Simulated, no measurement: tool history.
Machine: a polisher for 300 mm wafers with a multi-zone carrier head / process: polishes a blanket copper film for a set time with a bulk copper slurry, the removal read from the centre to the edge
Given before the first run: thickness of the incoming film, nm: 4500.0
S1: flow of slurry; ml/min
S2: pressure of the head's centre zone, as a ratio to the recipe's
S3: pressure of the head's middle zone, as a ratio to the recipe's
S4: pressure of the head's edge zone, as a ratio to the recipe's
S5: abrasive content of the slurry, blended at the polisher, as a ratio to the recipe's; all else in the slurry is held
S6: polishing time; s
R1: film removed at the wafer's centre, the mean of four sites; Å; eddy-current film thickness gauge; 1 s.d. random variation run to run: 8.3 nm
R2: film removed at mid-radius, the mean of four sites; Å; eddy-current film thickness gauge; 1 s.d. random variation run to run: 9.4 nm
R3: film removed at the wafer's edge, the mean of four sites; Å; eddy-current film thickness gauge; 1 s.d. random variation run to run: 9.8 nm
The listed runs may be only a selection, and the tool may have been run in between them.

| run | hour | S1 | S2 | S3 | S4 | S5 | S6 | R1 | R2 | R3 |
|---|---|---|---|---|---|---|---|---|---|---|
| 1 | 0 | 310 | 1 | 1 | 1 | 1 | 87 | 10080 | 9719.2 | 9900.4 |
| 2 | 7.1 | 310 | 1 | 1 | 1 | 1.15 | 87 | 10377 | 10153 | 10225 |
| 3 | 13.5 | 305 | 0.96 | 0.98 | 0.98 | 1.1 | 87 | 9998.5 | 9773.1 | 10162 |
| 4 | 16 | 305 | 0.93 | 0.98 | 0.98 | 1 | 86 | 9333.2 | 9575.9 | 9787.8 |
| 5 | 22.3 | 305 | 0.93 | 0.98 | 0.98 | 1.15 | 86 | 9441.1 | 9913.2 | 10007 |
| 6 | 23.9 | 305 | 0.91 | 0.96 | 0.97 | 1.1 | 85 | 9136.8 | 9505.7 | 9844.4 |
| 7 | 32.4 | 305 | 0.89 | 0.95 | 0.96 | 1.05 | 85 | 8947.4 | 9390.4 | 9693.2 |
| 8 | 34.6 | 300 | 0.88 | 0.94 | 0.96 | 1 | 85 | 8757.3 | 8965.2 | 9486.7 |
| 9 | 38.9 | 295 | 0.87 | 0.94 | 0.96 | 1 | 85 | 8734.2 | 9222.6 | 9540.2 |
| 10 | 43.5 | 295 | 0.86 | 0.93 | 0.96 | 0.95 | 85 | 8539.8 | 8812.8 | 9385.2 |
| 11 | 51.9 | 290 | 0.85 | 0.93 | 0.96 | 0.95 | 85 | 8427.5 | 8765.2 | 9502.8 |
| 12 | 56.6 | 290 | 0.84 | 0.93 | 0.95 | 0.95 | 85 | 8352.9 | 8841.6 | 9420.2 |
| 13 | 65.1 | 290 | 0.84 | 0.93 | 0.94 | 0.95 | 85 | 8419.1 | 8819.8 | 9365.6 |

Predict the results of run 14:
| 14 | 66.8 | 290 | 0.83 | 0.93 | 0.94 | 0.95 | 85 | ? | ? | ? |

{"run 14": {"R1": 8323.8, "R2": 8744.3, "R3": 9451.7}}

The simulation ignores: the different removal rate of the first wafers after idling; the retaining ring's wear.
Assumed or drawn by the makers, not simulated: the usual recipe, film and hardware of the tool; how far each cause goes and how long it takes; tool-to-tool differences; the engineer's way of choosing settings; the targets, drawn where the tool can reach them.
